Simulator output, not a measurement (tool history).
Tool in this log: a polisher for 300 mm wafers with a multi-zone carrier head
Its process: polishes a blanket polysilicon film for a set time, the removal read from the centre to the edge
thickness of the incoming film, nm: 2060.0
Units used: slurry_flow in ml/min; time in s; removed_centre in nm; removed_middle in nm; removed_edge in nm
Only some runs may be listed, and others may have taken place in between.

run	hour	slurry_flow	centre_zone	middle_zone	edge_zone	time	removed_centre	removed_middle	removed_edge
1	0.0	150	1.00	1.00	1.00	58	460.92	453.92	454.98
2	4.1	145	0.98	0.99	0.98	54	408.12	413.76	416.63
3	13.0	140	0.97	0.98	0.96	51	385.16	386.01	391.03
4	17.8	135	0.95	0.97	0.94	48	340.56	355.83	365.80
5	18.8	135	0.95	1.03	0.94	48	359.02	373.92	365.64
6	20.2	135	0.94	1.02	0.92	45	322.60	343.75	337.65
# hour 27.2: worn pad replaced by a new one
7	27.2	135	0.94	1.01	0.91	43	325.70	352.90	351.15
8	29.8	130	0.94	1.02	0.94	41	313.25	331.71	326.08
9	34.1	125	0.94	1.01	0.94	39	295.74	315.47	305.94

Run 10 is up next; what results do you expect?
10	36.5	95	0.85	0.91	0.87	36	?	?	?

removed_centre: 222.59 nm
removed_middle: 245.46 nm
removed_edge: 265.10 nm
